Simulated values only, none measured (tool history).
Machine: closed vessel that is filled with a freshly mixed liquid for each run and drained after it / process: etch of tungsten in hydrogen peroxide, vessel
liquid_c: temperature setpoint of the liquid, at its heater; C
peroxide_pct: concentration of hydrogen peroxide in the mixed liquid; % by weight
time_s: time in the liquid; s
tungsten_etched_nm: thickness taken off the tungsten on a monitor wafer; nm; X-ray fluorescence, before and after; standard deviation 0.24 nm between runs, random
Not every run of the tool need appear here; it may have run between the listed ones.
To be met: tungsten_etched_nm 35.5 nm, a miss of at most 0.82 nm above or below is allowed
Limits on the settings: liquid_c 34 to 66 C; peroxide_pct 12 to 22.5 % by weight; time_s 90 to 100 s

run	hour	liquid_c	peroxide_pct	time_s	tungsten_etched_nm
1	0	50	15.5	90	88.612
2	1.6	46.5	15.5	90	70.796
3	3.4	45	15.5	90	64.413
4	11.4	45	15.5	90	64.971
5	14.3	45	18	90	69.69
6	19.5	43.5	18	90	63.09
7	22.7	42.5	18	90	60.228
# hour 28.4: thermometer replaced
8	28.4	41.5	18	90	51.51

Exactly one of the 5 candidate moves below puts every result within its allowed miss. Which one?
A	34.1	35.5	18.5	95	?
B	34.1	48	19.5	100	?
C	34.1	35	16.5	90	?
D	34.1	36.5	16.5	90	?
E	34.1	37.5	16.5	90	?

move	tungsten_etched_nm
A	37.419
B	90.438
C	32.374
D	35.791
E	38.246
A: gains on the last run, yet a result remains outside its allowed miss
B: the biggest miss grows against the last run
C: carries the result that was furthest off beyond its target, to the other side
D: hits every target within its allowed miss
E: gains on the last run, yet a result remains outside its allowed miss
Answer: D
